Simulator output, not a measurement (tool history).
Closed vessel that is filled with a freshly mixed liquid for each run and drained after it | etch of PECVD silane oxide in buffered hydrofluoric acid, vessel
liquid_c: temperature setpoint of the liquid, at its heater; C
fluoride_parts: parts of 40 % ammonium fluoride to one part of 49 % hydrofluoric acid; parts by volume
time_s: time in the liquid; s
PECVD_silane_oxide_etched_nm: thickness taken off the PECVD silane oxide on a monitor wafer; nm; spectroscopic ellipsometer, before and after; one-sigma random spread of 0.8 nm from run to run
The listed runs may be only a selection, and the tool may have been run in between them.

| run | hour | liquid_c | fluoride_parts | time_s | PECVD_silane_oxide_etched_nm |
|---|---|---|---|---|---|
| 1 | 0 | 22 | 10.5 | 100 | 142.98 |
| 2 | 3.7 | 21.5 | 10.5 | 100 | 137.28 |
| 3 | 10.9 | 18.5 | 10.5 | 100 | 115.88 |
| 4 | 12.8 | 18.5 | 13 | 100 | 94.877 |
| 5 | 18.7 | 18.5 | 13 | 110 | 104.35 |
| 6 | 20.8 | 19.5 | 13 | 110 | 110.4 |
| 7 | 25.3 | 20 | 13 | 110 | 113.13 |

Run 8 comes next. What will it give?
| 8 | 31.1 | 23 | 13 | 110 | ? |

{"run 8": {"PECVD_silane_oxide_etched_nm": 133.28}}

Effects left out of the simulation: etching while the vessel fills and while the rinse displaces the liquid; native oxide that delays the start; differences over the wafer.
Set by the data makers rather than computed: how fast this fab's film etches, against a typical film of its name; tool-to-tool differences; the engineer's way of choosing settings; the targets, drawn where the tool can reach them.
